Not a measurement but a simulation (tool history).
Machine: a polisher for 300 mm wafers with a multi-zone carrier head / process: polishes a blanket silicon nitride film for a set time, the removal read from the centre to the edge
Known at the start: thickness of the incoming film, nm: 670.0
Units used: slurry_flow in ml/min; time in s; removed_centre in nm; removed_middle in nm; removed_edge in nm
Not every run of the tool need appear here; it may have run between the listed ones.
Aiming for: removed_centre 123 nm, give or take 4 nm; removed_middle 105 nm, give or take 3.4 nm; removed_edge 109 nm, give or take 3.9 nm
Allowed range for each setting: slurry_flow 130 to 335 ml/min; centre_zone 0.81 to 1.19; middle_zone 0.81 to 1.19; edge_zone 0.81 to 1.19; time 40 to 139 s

Run 1, day 0: slurry_flow 215 ml/min, centre_zone 1, middle_zone 1, edge_zone 1, time 89 s. Result: removed_centre 155.61 nm, removed_middle 158.4 nm, removed_edge 156.03 nm.
Run 2, day 0.071: slurry_flow 210 ml/min, centre_zone 1.01, middle_zone 0.97, edge_zone 0.97, time 84 s. Result: removed_centre 149.37 nm, removed_middle 146.18 nm, removed_edge 145.51 nm.
Run 3, day 0.396: slurry_flow 205 ml/min, centre_zone 1.02, middle_zone 0.95, edge_zone 0.95, time 80 s. Result: removed_centre 142.65 nm, removed_middle 136.2 nm, removed_edge 135.94 nm.
Run 4, day 0.521: slurry_flow 205 ml/min, centre_zone 1.02, middle_zone 0.98, edge_zone 0.95, time 80 s. Result: removed_centre 141.65 nm, removed_middle 140.82 nm, removed_edge 136.67 nm.
Run 5, day 0.85: slurry_flow 200 ml/min, centre_zone 1.02, middle_zone 0.95, edge_zone 0.93, time 77 s. Result: removed_centre 136.92 nm, removed_middle 133.13 nm, removed_edge 129.12 nm.
Run 6, day 1.146: slurry_flow 195 ml/min, centre_zone 1.02, middle_zone 0.93, edge_zone 0.92, time 75 s. Result: removed_centre 131.82 nm, removed_middle 125.71 nm, removed_edge 125.45 nm.
Run 7, day 1.492: slurry_flow 190 ml/min, centre_zone 1.03, middle_zone 0.91, edge_zone 0.9, time 74 s. Result: removed_centre 133.83 nm, removed_middle 120.75 nm, removed_edge 122.97 nm.
Run 8, day 1.525: slurry_flow 185 ml/min, centre_zone 1.03, middle_zone 0.9, edge_zone 0.89, time 73 s. Result: removed_centre 127.6 nm, removed_middle 120.24 nm, removed_edge 121.79 nm.
Run 9, day 1.558: slurry_flow 185 ml/min, centre_zone 1.04, middle_zone 0.89, edge_zone 0.88, time 71 s. Result: removed_centre 126 nm, removed_middle 114.83 nm, removed_edge 116.71 nm.
Run 10, day 1.829: slurry_flow 180 ml/min, centre_zone 1.05, middle_zone 0.88, edge_zone 0.87, time 71 s. Result: removed_centre 127.44 nm, removed_middle 113.47 nm, removed_edge 116 nm.

Next run, 4 choices. One meets every target within its allowed miss, the rest don't. Which?
Run A, day 2.1: slurry_flow 130 ml/min, centre_zone 0.98, middle_zone 0.83, edge_zone 0.97, time 74 s. Result: removed_centre ?, removed_middle ?, removed_edge ?.
Run B, day 2.1: slurry_flow 195 ml/min, centre_zone 0.99, middle_zone 0.82, edge_zone 0.85, time 76 s. Result: removed_centre ?, removed_middle ?, removed_edge ?.
Run C, day 2.1: slurry_flow 180 ml/min, centre_zone 1.06, middle_zone 0.85, edge_zone 0.84, time 67 s. Result: removed_centre ?, removed_middle ?, removed_edge ?.
Run D, day 2.1: slurry_flow 130 ml/min, centre_zone 1.05, middle_zone 0.81, edge_zone 0.98, time 74 s. Result: removed_centre ?, removed_middle ?, removed_edge ?.

move  removed_centre  removed_middle  removed_edge
   A          117.99          110.02        123.91
   B          127.67          116.14        123.08
   C          119.63          104.65        107.32
   D          126.47          107.81        124.55
A: misses by more than the last run did
B: misses by more than the last run did
C: every result lands within tolerance
D: brings the result that was furthest off to its target, and leaves another outside
Correct choice: C, which meets every target

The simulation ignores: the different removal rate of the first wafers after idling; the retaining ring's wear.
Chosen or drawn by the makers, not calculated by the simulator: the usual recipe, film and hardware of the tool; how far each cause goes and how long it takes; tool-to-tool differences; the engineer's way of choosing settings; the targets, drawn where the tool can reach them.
